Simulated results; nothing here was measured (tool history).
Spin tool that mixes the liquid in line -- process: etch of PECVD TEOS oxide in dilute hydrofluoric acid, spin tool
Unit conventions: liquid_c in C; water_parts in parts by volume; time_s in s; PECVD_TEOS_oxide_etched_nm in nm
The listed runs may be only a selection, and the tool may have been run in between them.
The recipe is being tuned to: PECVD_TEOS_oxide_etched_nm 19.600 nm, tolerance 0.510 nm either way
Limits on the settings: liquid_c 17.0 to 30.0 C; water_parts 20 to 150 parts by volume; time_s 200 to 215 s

{"run": 1, "hour": 0.0, "liquid_c": 22.0, "water_parts": 85, "time_s": 200, "PECVD_TEOS_oxide_etched_nm": 23.743}
{"run": 2, "hour": 7.3, "liquid_c": 22.0, "water_parts": 110, "time_s": 200, "PECVD_TEOS_oxide_etched_nm": 17.773}
{"run": 3, "hour": 14.2, "liquid_c": 22.0, "water_parts": 85, "time_s": 200, "PECVD_TEOS_oxide_etched_nm": 23.851}
{"run": 4, "hour": 15.6, "liquid_c": 18.5, "water_parts": 85, "time_s": 200, "PECVD_TEOS_oxide_etched_nm": 20.68}
{"run": 5, "hour": 18.6, "liquid_c": 18.0, "water_parts": 85, "time_s": 200, "PECVD_TEOS_oxide_etched_nm": 20.187}
{"run": 6, "hour": 21.1, "liquid_c": 18.0, "water_parts": 75, "time_s": 200, "PECVD_TEOS_oxide_etched_nm": 23.051}
{"hour": 21.7, "done": "hydrofluoric acid flow meter replaced"}
{"run": 7, "hour": 21.7, "liquid_c": 17.5, "water_parts": 80, "time_s": 200, "PECVD_TEOS_oxide_etched_nm": 22.204}
{"run": 8, "hour": 26.2, "liquid_c": 17.0, "water_parts": 85, "time_s": 200, "PECVD_TEOS_oxide_etched_nm": 20.443}

Which single option among these 4 for the next run brings every result within its allowed miss of target? Just one does.
{"run": "A", "hour": 30.7, "liquid_c": 17.0, "water_parts": 90, "time_s": 205, "PECVD_TEOS_oxide_etched_nm": "?"}
{"run": "B", "hour": 30.7, "liquid_c": 17.0, "water_parts": 95, "time_s": 200, "PECVD_TEOS_oxide_etched_nm": "?"}
{"run": "C", "hour": 30.7, "liquid_c": 17.0, "water_parts": 95, "time_s": 205, "PECVD_TEOS_oxide_etched_nm": "?"}
{"run": "D", "hour": 30.7, "liquid_c": 17.5, "water_parts": 90, "time_s": 210, "PECVD_TEOS_oxide_etched_nm": "?"}

move=A PECVD_TEOS_oxide_etched_nm=19.580
move=B PECVD_TEOS_oxide_etched_nm=18.002
move=C PECVD_TEOS_oxide_etched_nm=18.452
move=D PECVD_TEOS_oxide_etched_nm=20.487
A: every result lands within tolerance
B: takes the result that was furthest off past its target
C: takes the result that was furthest off past its target
D: moves away from the targets compared with the last run
So the answer is move A, the one that meets all the targets.
